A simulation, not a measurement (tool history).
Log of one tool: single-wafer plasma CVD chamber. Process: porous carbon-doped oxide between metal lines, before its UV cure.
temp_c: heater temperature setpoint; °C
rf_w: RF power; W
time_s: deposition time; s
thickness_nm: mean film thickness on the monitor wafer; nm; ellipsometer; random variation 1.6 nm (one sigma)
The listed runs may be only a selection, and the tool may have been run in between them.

Run 1, hour 0: temp_c 325 °C, rf_w 570 W, time_s 41.7 s. Result: thickness_nm 215.98 nm.
Run 2, hour 5.4: temp_c 325 °C, rf_w 525 W, time_s 41.7 s. Result: thickness_nm 200.58 nm.
Run 3, hour 13.2: temp_c 325 °C, rf_w 525 W, time_s 41.7 s. Result: thickness_nm 198.86 nm.
Run 4, hour 18.2: temp_c 325 °C, rf_w 490 W, time_s 41.7 s. Result: thickness_nm 183.87 nm.
Run 5, hour 26.2: temp_c 325 °C, rf_w 490 W, time_s 43.1 s. Result: thickness_nm 189.85 nm.
Run 6, hour 29.6: temp_c 319 °C, rf_w 530 W, time_s 43.1 s. Result: thickness_nm 211.26 nm.
Run 7, hour 33.2: temp_c 315 °C, rf_w 560 W, time_s 43.1 s. Result: thickness_nm 230.99 nm.
Run 8, hour 38.5: temp_c 311 °C, rf_w 570 W, time_s 43.1 s. Result: thickness_nm 238.18 nm.

Run 9 has not been measured yet. What should we expect?
Run 9, hour 40.1: temp_c 309 °C, rf_w 580 W, time_s 43.1 s. Result: thickness_nm ?.

{"run 9": {"thickness_nm": 244.91}}
